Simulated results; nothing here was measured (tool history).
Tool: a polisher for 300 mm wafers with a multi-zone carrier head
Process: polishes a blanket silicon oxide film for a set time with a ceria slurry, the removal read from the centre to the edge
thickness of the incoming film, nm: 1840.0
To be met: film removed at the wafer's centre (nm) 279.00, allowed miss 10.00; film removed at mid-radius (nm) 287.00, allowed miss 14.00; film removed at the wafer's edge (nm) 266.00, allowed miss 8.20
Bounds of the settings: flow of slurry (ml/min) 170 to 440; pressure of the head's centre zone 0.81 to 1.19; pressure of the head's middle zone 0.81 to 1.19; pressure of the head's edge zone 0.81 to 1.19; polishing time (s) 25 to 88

| run | hour | flow of slurry (ml/min) | pressure of the head's centre zone | pressure of the head's middle zone | pressure of the head's edge zone | polishing time (s) | film removed at the wafer's centre (nm) | film removed at mid-radius (nm) | film removed at the wafer's edge (nm) |
|---|---|---|---|---|---|---|---|---|---|
| 1 | 0.0 | 280 | 1.00 | 1.00 | 1.00 | 56 | 407.32 | 432.83 | 414.00 |
| 2 | 5.0 | 280 | 1.00 | 0.99 | 0.97 | 51 | 386.42 | 389.89 | 369.67 |
| 3 | 8.0 | 230 | 1.00 | 0.99 | 0.97 | 51 | 365.99 | 376.87 | 356.64 |
| 4 | 9.2 | 230 | 0.95 | 0.99 | 0.97 | 51 | 353.72 | 365.90 | 365.75 |
| 5 | 10.6 | 170 | 0.95 | 0.99 | 0.97 | 51 | 332.27 | 358.00 | 345.22 |
| 6 | 15.1 | 210 | 0.95 | 0.99 | 0.97 | 51 | 343.11 | 376.25 | 356.48 |
| 7 | 21.8 | 205 | 0.95 | 0.98 | 0.95 | 48 | 325.44 | 344.02 | 336.08 |
| 8 | 24.8 | 235 | 0.99 | 1.04 | 0.86 | 34 | 245.13 | 261.44 | 226.57 |
| 9 | 32.7 | 260 | 0.99 | 1.03 | 0.88 | 34 | 251.75 | 265.08 | 230.78 |
| 10 | 34.2 | 275 | 0.99 | 1.02 | 0.91 | 34 | 249.05 | 267.43 | 235.22 |
| 11 | 36.9 | 290 | 1.08 | 1.00 | 1.01 | 38 | 304.37 | 296.10 | 280.74 |
| 12 | 39.5 | 290 | 1.08 | 1.00 | 1.01 | 38 | 308.16 | 288.71 | 282.36 |
| 13 | 45.9 | 280 | 1.07 | 1.01 | 1.00 | 38 | 304.97 | 286.26 | 278.78 |
| 14 | 50.2 | 280 | 1.07 | 1.01 | 1.00 | 38 | 306.21 | 296.98 | 279.00 |
| 15 | 53.1 | 275 | 1.05 | 1.01 | 0.99 | 38 | 292.99 | 295.74 | 278.93 |
| 16 | 56.7 | 265 | 1.05 | 1.01 | 0.98 | 38 | 292.81 | 294.01 | 273.20 |

Which of these 4 next moves meets every target?
| A | 60.3 | 280 | 1.07 | 1.10 | 0.93 | 39 | ? | ? | ? |
| B | 60.3 | 270 | 1.01 | 0.94 | 1.02 | 40 | ? | ? | ? |
| C | 60.3 | 265 | 1.01 | 1.01 | 0.95 | 37 | ? | ? | ? |
| D | 60.3 | 205 | 1.16 | 1.08 | 0.97 | 38 | ? | ? | ? |

| move | film removed at the wafer's centre (nm) | film removed at mid-radius (nm) | film removed at the wafer's edge (nm) |
|---|---|---|---|
| A | 313.71 | 313.76 | 280.36 |
| B | 301.81 | 280.57 | 300.17 |
| C | 278.61 | 275.09 | 267.64 |
| D | 315.89 | 288.05 | 269.78 |
A: further off than the last run
B: further off than the last run
C: meets every target
D: further off than the last run
The right move is C.
